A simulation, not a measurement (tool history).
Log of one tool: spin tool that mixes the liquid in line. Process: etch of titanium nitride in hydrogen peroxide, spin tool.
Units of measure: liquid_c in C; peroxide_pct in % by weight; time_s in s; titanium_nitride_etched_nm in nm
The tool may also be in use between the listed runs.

run    day  liquid_c  peroxide_pct  time_s  titanium_nitride_etched_nm
  1  0.000      48.0            19     310                      6.2659
  2  0.146      48.0            21     310                      6.4365
  3  0.221      48.0            24     310                      6.5341
  4  0.483      48.0            21     310                      6.4554
  5  0.683      46.0            21     310                      5.5492
  6  0.862      44.5            21     310                      4.9336
  7  0.929      43.5            21     310                      4.6147
  8  0.975      42.5            21     310                      4.2012

Run 9 is up next; what results do you expect?
  9  1.321      42.0            21     310                           ?

{"run 9": {"titanium_nitride_etched_nm": 4.1103}}
